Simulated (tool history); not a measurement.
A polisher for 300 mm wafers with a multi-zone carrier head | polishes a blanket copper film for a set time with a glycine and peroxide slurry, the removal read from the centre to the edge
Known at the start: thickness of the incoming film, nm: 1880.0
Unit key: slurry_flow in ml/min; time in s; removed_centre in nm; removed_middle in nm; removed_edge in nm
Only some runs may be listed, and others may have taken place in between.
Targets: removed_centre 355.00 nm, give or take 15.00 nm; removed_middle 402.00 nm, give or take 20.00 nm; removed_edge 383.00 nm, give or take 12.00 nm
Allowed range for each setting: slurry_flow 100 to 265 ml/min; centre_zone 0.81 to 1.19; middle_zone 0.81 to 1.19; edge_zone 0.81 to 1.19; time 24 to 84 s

run  hour  slurry_flow  centre_zone  middle_zone  edge_zone  time  removed_centre  removed_middle  removed_edge
  1   0.0          170         1.00         1.00       1.00    54          310.06          304.30        315.94
  2   7.5          170         0.95         1.00       1.00    54          301.06          302.85        313.76
  3   9.6          170         0.89         1.00       1.00    54          277.96          311.71        316.09
  4  14.7          185         0.91         1.03       1.03    56          303.27          341.71        334.44
  5  17.6          185         0.91         1.03       1.10    56          305.75          340.22        343.20
  6  26.0          195         0.92         1.04       1.11    57          319.44          346.83        354.56
  7  33.0          205         0.92         1.06       1.12    58          322.34          360.40        362.03
  8  39.2          210         0.93         1.08       1.12    59          331.79          372.80        371.28

Exercise: of the 5 proposed moves below, exactly one satisfies all targets within the stated allowed misses. Which move is it?
  A  45.4          200         0.88         1.03       1.16    66               ?               ?             ?
  B  45.4          210         0.96         1.15       1.14    61               ?               ?             ?
  C  45.4          225         0.97         0.97       1.17    59               ?               ?             ?
  D  45.4          185         0.90         1.03       1.15    61               ?               ?             ?
  E  45.4          225         0.94         1.07       1.08    56               ?               ?             ?

move  removed_centre  removed_middle  removed_edge
   A          356.09          398.89        416.77
   B          363.32          407.09        384.52
   C          359.54          346.86        379.99
   D          330.73          362.89        379.54
   E          330.84          356.55        349.13
A: the worst result of the last run now meets its target, but another is out of spec
B: every result within its allowed miss
C: the worst result of the last run now meets its target, but another is out of spec
D: its largest miss is bigger than the last run's
E: its largest miss is bigger than the last run's
Correct choice: B, which meets every target
